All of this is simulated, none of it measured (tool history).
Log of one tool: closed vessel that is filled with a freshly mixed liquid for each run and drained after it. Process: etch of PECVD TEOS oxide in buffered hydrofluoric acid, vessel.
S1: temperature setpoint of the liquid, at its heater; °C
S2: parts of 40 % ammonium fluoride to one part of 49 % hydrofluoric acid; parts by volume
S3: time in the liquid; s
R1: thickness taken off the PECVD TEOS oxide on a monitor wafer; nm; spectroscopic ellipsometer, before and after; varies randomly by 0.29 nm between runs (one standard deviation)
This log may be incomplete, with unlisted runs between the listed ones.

run,hour,S1,S2,S3,R1
1,0.0,23.0,20,90,61.684
2,4.9,24.0,20,90,64.615
3,10.0,27.0,20,90,76.602
4,12.5,27.0,20,100,85.012
5,21.5,26.0,20,100,80.280
6,29.3,25.5,20,100,78.503
7,32.2,25.0,20,100,76.255

Run 8 comes next. What will it give?
8,40.5,24.5,20,100,?

{"run 8": {"R1": 74.098}}
